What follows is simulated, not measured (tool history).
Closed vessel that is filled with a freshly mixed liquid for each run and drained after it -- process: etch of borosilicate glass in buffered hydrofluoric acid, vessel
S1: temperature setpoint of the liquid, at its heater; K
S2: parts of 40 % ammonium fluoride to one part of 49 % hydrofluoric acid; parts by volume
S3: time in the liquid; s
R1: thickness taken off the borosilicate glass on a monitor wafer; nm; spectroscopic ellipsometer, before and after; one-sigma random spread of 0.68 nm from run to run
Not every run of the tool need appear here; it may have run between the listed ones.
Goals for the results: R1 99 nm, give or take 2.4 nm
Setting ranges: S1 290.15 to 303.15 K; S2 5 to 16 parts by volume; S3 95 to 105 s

run,hour,S1,S2,S3,R1
1,0,295.15,9.5,95,125.85
2,5.1,294.15,9.5,95,117.84
3,6.2,293.15,9.5,95,112.37
4,11.2,292.65,9.5,95,108.82
5,15.7,292.65,9.5,105,121.44
6,21,292.65,9.5,105,120.78
7,28,292.15,9.5,105,115.57
8,30.4,291.65,9.5,105,112.64
9,38.8,291.15,9.5,105,111.35

5 next moves are on the table. One of them brings every result within its allowed miss. Which?
A,47.2,290.15,9.5,95,?
B,47.2,290.65,9,95,?
C,47.2,291.15,8,105,?
D,47.2,291.65,10,95,?
E,47.2,290.15,9,100,?

move,R1
A,95.098
B,103.81
C,134.39
D,99.698
E,106.28
A: takes the result that was furthest off past its target
B: closes in on the targets versus the last run, not all within tolerance yet
C: lands further from the targets than the last run did
D: all results in spec
E: closes in on the targets versus the last run, not all within tolerance yet
D is the move that brings every result within its allowed miss.

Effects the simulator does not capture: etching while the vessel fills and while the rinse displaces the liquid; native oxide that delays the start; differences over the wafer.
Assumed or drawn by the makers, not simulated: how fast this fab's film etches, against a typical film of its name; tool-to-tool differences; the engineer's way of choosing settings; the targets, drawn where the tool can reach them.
